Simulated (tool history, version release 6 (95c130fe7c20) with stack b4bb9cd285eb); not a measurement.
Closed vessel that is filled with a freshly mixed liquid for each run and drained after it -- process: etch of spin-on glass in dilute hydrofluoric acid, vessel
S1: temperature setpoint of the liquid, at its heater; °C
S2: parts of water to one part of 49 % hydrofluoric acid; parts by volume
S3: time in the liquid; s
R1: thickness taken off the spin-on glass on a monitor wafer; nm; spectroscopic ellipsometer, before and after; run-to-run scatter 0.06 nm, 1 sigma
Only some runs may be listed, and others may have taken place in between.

| run | hour | S1 | S2 | S3 | R1 |
|---|---|---|---|---|---|
| 1 | 0 | 25 | 280 | 380 | 23.958 |
| 2 | 3.9 | 25 | 280 | 380 | 23.897 |
| 3 | 5.6 | 25 | 280 | 410 | 25.84 |
| 4 | 11.5 | 24 | 300 | 410 | 22.559 |
| 5 | 13 | 24 | 300 | 410 | 22.506 |
| 6 | 16.9 | 24 | 300 | 380 | 20.727 |
| 7 | 21.9 | 23 | 315 | 380 | 18.863 |
| 8 | 24.7 | 22 | 330 | 380 | 17.321 |
| 9 | 31.2 | 21.5 | 340 | 380 | 16.367 |
| 10 | 39.1 | 21 | 350 | 380 | 15.496 |
| 11 | 41.5 | 20.5 | 360 | 380 | 14.644 |
| 12 | 46.4 | 20 | 370 | 380 | 14.012 |

Run 13 is up next; what results do you expect?
| 13 | 52.3 | 19.5 | 375 | 380 | ? |

{"run 13": {"R1": 13.404}}
